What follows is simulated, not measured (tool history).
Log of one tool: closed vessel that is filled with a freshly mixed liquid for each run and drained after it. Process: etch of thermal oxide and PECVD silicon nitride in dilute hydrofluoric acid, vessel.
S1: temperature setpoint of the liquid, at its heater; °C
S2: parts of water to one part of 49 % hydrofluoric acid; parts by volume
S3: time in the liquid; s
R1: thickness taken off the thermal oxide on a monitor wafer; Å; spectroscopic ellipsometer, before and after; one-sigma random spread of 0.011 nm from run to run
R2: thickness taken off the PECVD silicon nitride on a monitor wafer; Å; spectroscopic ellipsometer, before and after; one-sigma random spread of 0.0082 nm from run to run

{"run": 1, "day": 0.0, "S1": 22.0, "S2": 125, "S3": 280, "R1": 95.979, "R2": 54.035}
{"run": 2, "day": 0.329, "S1": 22.0, "S2": 125, "S3": 380, "R1": 131.44, "R2": 73.16}
{"run": 3, "day": 0.562, "S1": 22.0, "S2": 155, "S3": 380, "R1": 101.79, "R2": 59.048}
{"run": 4, "day": 0.871, "S1": 20.5, "S2": 175, "S3": 330, "R1": 72.768, "R2": 41.285}
{"run": 5, "day": 1.083, "S1": 20.5, "S2": 150, "S3": 330, "R1": 87.436, "R2": 47.947}
{"run": 6, "day": 1.421, "S1": 20.5, "S2": 150, "S3": 440, "R1": 116.26, "R2": 63.978}
{"run": 7, "day": 1.488, "S1": 19.5, "S2": 175, "S3": 355, "R1": 75.487, "R2": 41.583}
{"run": 8, "day": 1.708, "S1": 19.0, "S2": 190, "S3": 290, "R1": 54.777, "R2": 30.443}
{"run": 9, "day": 2.067, "S1": 18.5, "S2": 200, "S3": 250, "R1": 43.362, "R2": 24.38}

Forecast run 10:
{"run": 10, "day": 2.108, "S1": 18.0, "S2": 205, "S3": 230, "R1": "?", "R2": "?"}

{"run 10": {"R1": 38.061, "R2": 20.912}}
